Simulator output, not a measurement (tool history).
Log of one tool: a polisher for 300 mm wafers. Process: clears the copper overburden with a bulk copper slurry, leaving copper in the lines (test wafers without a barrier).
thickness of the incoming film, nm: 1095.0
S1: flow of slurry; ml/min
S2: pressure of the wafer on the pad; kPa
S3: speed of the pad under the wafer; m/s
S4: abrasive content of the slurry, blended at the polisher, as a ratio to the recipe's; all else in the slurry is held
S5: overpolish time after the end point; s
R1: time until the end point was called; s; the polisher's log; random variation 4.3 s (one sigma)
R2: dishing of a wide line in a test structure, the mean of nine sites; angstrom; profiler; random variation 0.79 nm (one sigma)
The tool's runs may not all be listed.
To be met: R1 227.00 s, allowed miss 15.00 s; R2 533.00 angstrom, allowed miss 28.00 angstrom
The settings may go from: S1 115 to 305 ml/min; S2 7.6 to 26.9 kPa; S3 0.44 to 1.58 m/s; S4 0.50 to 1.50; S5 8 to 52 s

Run 1, day 0.000: S1 195 ml/min, S2 17.2 kPa, S3 1.00 m/s, S4 1.00, S5 26 s. Result: R1 117.38 s, R2 832.77 angstrom.
Run 2, day 0.208: S1 195 ml/min, S2 15.2 kPa, S3 0.96 m/s, S4 1.00, S5 24 s. Result: R1 144.75 s, R2 736.69 angstrom.
Run 3, day 0.492: S1 225 ml/min, S2 15.2 kPa, S3 0.96 m/s, S4 1.00, S5 24 s. Result: R1 135.46 s, R2 744.48 angstrom.
Run 4, day 0.625: S1 220 ml/min, S2 13.1 kPa, S3 0.96 m/s, S4 1.00, S5 23 s. Result: R1 155.87 s, R2 677.24 angstrom.
Run 5, day 0.829: S1 220 ml/min, S2 13.1 kPa, S3 0.96 m/s, S4 0.80, S5 23 s. Result: R1 168.24 s, R2 665.14 angstrom.
Run 6, day 0.938: S1 220 ml/min, S2 11.7 kPa, S3 0.96 m/s, S4 0.80, S5 22 s. Result: R1 181.44 s, R2 595.92 angstrom.
Run 7, day 1.275: S1 215 ml/min, S2 11.0 kPa, S3 0.96 m/s, S4 0.80, S5 23 s. Result: R1 192.99 s, R2 572.97 angstrom.
Run 8, day 1.508: S1 205 ml/min, S2 11.0 kPa, S3 0.96 m/s, S4 0.80, S5 24 s. Result: R1 203.73 s, R2 592.14 angstrom.
Run 9, day 1.575: S1 200 ml/min, S2 11.0 kPa, S3 0.96 m/s, S4 0.80, S5 23 s. Result: R1 202.54 s, R2 578.47 angstrom.
Run 10, day 1.638: S1 190 ml/min, S2 11.0 kPa, S3 0.96 m/s, S4 0.80, S5 23 s. Result: R1 197.89 s, R2 581.24 angstrom.
Run 11, day 1.908: S1 190 ml/min, S2 10.3 kPa, S3 0.96 m/s, S4 0.80, S5 23 s. Result: R1 215.13 s, R2 563.30 angstrom.
Run 12, day 1.950: S1 185 ml/min, S2 10.3 kPa, S3 0.96 m/s, S4 0.80, S5 23 s. Result: R1 210.92 s, R2 558.79 angstrom.

Which of these 5 next moves meets every target?
Run A, day 1.992: S1 160 ml/min, S2 11.0 kPa, S3 0.88 m/s, S4 0.80, S5 27 s. Result: R1 ?, R2 ?.
Run B, day 1.992: S1 240 ml/min, S2 11.7 kPa, S3 0.80 m/s, S4 1.05, S5 22 s. Result: R1 ?, R2 ?.
Run C, day 1.992: S1 120 ml/min, S2 10.3 kPa, S3 0.96 m/s, S4 0.70, S5 24 s. Result: R1 ?, R2 ?.
Run D, day 1.992: S1 175 ml/min, S2 12.4 kPa, S3 0.88 m/s, S4 0.80, S5 20 s. Result: R1 ?, R2 ?.
Run E, day 1.992: S1 185 ml/min, S2 10.3 kPa, S3 1.06 m/s, S4 0.70, S5 24 s. Result: R1 ?, R2 ?.

move      R1      R2
   A  219.02  587.42
   B  204.39  546.72
   C  227.90  531.32
   D  193.89  535.93
   E  197.71  577.17
A: brings the result that was furthest off to its target, and leaves another outside
B: further off than the last run
C: meets every target
D: further off than the last run
E: further off than the last run
Answer: C
